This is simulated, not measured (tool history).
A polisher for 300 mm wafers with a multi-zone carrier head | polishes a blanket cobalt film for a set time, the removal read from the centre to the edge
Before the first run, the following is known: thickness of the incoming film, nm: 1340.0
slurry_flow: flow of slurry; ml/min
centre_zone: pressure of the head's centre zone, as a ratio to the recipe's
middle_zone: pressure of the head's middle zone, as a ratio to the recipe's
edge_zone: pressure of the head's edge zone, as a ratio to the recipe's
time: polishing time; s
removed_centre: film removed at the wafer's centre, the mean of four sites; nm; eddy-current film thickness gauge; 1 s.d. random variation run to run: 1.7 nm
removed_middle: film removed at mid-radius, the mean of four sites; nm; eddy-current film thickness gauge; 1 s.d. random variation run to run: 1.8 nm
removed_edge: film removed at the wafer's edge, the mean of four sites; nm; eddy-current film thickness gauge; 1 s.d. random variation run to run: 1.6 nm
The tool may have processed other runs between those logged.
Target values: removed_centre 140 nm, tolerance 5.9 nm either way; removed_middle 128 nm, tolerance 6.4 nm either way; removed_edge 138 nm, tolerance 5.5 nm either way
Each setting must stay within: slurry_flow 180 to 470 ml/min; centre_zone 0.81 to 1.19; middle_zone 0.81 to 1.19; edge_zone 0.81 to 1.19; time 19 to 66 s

run 1 hour=0 | slurry_flow=300 centre_zone=1 middle_zone=1 edge_zone=1 time=42 | removed_centre=159.02 removed_middle=155.13 removed_edge=155.45
run 2 hour=8.9 | slurry_flow=300 centre_zone=1 middle_zone=1 edge_zone=0.93 time=42 | removed_centre=155.9 removed_middle=157.96 removed_edge=148.9
run 3 hour=16.3 | slurry_flow=300 centre_zone=1 middle_zone=0.97 edge_zone=0.93 time=41 | removed_centre=154.72 removed_middle=151.16 removed_edge=145.43
run 4 hour=24.3 | slurry_flow=295 centre_zone=0.99 middle_zone=0.95 edge_zone=0.94 time=40 | removed_centre=145.94 removed_middle=144.66 removed_edge=144.86
run 5 hour=32.8 | slurry_flow=295 centre_zone=0.99 middle_zone=0.95 edge_zone=0.94 time=35 | removed_centre=126.56 removed_middle=124.61 removed_edge=123.77
run 6 hour=38.1 | slurry_flow=295 centre_zone=1.08 middle_zone=0.95 edge_zone=0.94 time=35 | removed_centre=138.45 removed_middle=128.86 removed_edge=125.71
run 7 hour=45.4 | slurry_flow=295 centre_zone=1.07 middle_zone=0.95 edge_zone=0.96 time=35 | removed_centre=135.6 removed_middle=122.17 removed_edge=124.91
run 8 hour=52.8 | slurry_flow=300 centre_zone=1.02 middle_zone=0.97 edge_zone=1.02 time=40 | removed_centre=153.32 removed_middle=148.21 removed_edge=147.64
run 9 hour=54.4 | slurry_flow=295 centre_zone=1.02 middle_zone=0.95 edge_zone=1.02 time=40 | removed_centre=154.01 removed_middle=142.41 removed_edge=146.7
run 10 hour=61.9 | slurry_flow=290 centre_zone=1.01 middle_zone=0.94 edge_zone=1.02 time=40 | removed_centre=148.01 removed_middle=138.46 removed_edge=149.67
run 11 hour=64.5 | slurry_flow=290 centre_zone=1.01 middle_zone=0.93 edge_zone=1.01 time=40 | removed_centre=146.89 removed_middle=139.08 removed_edge=150.5
run 12 hour=72.7 | slurry_flow=290 centre_zone=1.02 middle_zone=0.93 edge_zone=1 time=40 | removed_centre=150.56 removed_middle=138.08 removed_edge=146.93
run 13 hour=74.8 | slurry_flow=285 centre_zone=1.02 middle_zone=0.92 edge_zone=0.99 time=40 | removed_centre=148.52 removed_middle=141.12 removed_edge=149.35
run 14 hour=81.5 | slurry_flow=290 centre_zone=1.02 middle_zone=0.92 edge_zone=0.99 time=39 | removed_centre=143.32 removed_middle=134.95 removed_edge=141.41

Which single option among these 4 for the next run brings every result within its allowed miss of target? Just one does.
run A hour=88.2 | slurry_flow=235 centre_zone=1.15 middle_zone=0.89 edge_zone=0.93 time=40 | removed_centre=? removed_middle=? removed_edge=?
run B hour=88.2 | slurry_flow=355 centre_zone=1.04 middle_zone=1.04 edge_zone=0.85 time=35 | removed_centre=? removed_middle=? removed_edge=?
run C hour=88.2 | slurry_flow=325 centre_zone=0.97 middle_zone=1 edge_zone=0.87 time=40 | removed_centre=? removed_middle=? removed_edge=?
run D hour=88.2 | slurry_flow=370 centre_zone=1.1 middle_zone=0.98 edge_zone=1.14 time=34 | removed_centre=? removed_middle=? removed_edge=?

move=A removed_centre=159.6 removed_middle=127.39 removed_edge=139.99
move=B removed_centre=138.58 removed_middle=136.47 removed_edge=123.64
move=C removed_centre=147 removed_middle=149.05 removed_edge=141.53
move=D removed_centre=142.18 removed_middle=126.68 removed_edge=138.94
A: the worst result of the last run now meets its target, but another is out of spec
B: further off than the last run
C: further off than the last run
D: in spec on every target
Answer: D
